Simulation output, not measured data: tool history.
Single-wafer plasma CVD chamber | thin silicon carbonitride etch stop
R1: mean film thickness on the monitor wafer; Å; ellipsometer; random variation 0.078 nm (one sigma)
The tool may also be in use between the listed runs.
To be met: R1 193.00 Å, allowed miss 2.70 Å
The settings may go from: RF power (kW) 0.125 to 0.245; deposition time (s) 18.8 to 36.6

Run 1, day 0.000: RF power (kW) 0.185, deposition time (s) 27.7. Result: R1 159.43 Å.
Run 2, day 0.083: RF power (kW) 0.185, deposition time (s) 29.5. Result: R1 169.24 Å.
Run 3, day 0.233: RF power (kW) 0.160, deposition time (s) 29.5. Result: R1 163.30 Å.
Run 4, day 0.533: RF power (kW) 0.180, deposition time (s) 29.5. Result: R1 167.45 Å.
Run 5, day 0.621: RF power (kW) 0.180, deposition time (s) 32.7. Result: R1 185.69 Å.
Run 6, day 0.646: RF power (kW) 0.170, deposition time (s) 32.7. Result: R1 184.14 Å.
Run 7, day 1.021: RF power (kW) 0.180, deposition time (s) 32.8. Result: R1 187.94 Å.
Run 8, day 1.125: RF power (kW) 0.185, deposition time (s) 32.9. Result: R1 188.39 Å.
Run 9, day 1.221: RF power (kW) 0.185, deposition time (s) 32.9. Result: R1 188.75 Å.

4 next moves are on the table. One of them brings every result within its allowed miss. Which?
Run A, day 1.317: RF power (kW) 0.185, deposition time (s) 33.5. Result: R1 ?.
Run B, day 1.317: RF power (kW) 0.185, deposition time (s) 31.7. Result: R1 ?.
Run C, day 1.317: RF power (kW) 0.180, deposition time (s) 32.1. Result: R1 ?.
Run D, day 1.317: RF power (kW) 0.180, deposition time (s) 32.2. Result: R1 ?.

move      R1
   A  192.09
   B  181.77
   C  182.70
   D  183.27
A: meets every target
B: further off than the last run
C: further off than the last run
D: further off than the last run
The right move is A.
